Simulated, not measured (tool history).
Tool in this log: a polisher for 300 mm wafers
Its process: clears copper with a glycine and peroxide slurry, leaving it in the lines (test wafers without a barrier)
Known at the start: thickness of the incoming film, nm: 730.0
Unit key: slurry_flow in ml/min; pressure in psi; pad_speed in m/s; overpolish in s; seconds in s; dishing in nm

run 1 hour=0 | slurry_flow=130 pressure=2.7 pad_speed=1.04 overpolish=20 | seconds=117.21 dishing=77.402
run 2 hour=6.4 | slurry_flow=130 pressure=3 pad_speed=1.04 overpolish=20 | seconds=106.67 dishing=83.286
run 3 hour=12.3 | slurry_flow=130 pressure=3 pad_speed=0.92 overpolish=20 | seconds=118.8 dishing=82.755
run 4 hour=21.1 | slurry_flow=130 pressure=3 pad_speed=0.8 overpolish=20 | seconds=130.56 dishing=73.34
run 5 hour=22.5 | slurry_flow=130 pressure=3.3 pad_speed=0.84 overpolish=21 | seconds=118.43 dishing=80.883
run 6 hour=26 | slurry_flow=130 pressure=3.5 pad_speed=0.84 overpolish=21 | seconds=114.79 dishing=87.207
run 7 hour=27.7 | slurry_flow=130 pressure=3.7 pad_speed=0.92 overpolish=22 | seconds=99.916 dishing=95.406
run 8 hour=35.4 | slurry_flow=130 pressure=3.8 pad_speed=0.94 overpolish=24 | seconds=94.766 dishing=105.05
run 9 hour=44.1 | slurry_flow=130 pressure=3.8 pad_speed=0.94 overpolish=24 | seconds=95.466 dishing=105.2

What will run 10 give?
run 10 hour=49 | slurry_flow=130 pressure=3.9 pad_speed=0.96 overpolish=25 | seconds=? dishing=?

Run 10 produced seconds 90.364 s, dishing 109.26 nm.

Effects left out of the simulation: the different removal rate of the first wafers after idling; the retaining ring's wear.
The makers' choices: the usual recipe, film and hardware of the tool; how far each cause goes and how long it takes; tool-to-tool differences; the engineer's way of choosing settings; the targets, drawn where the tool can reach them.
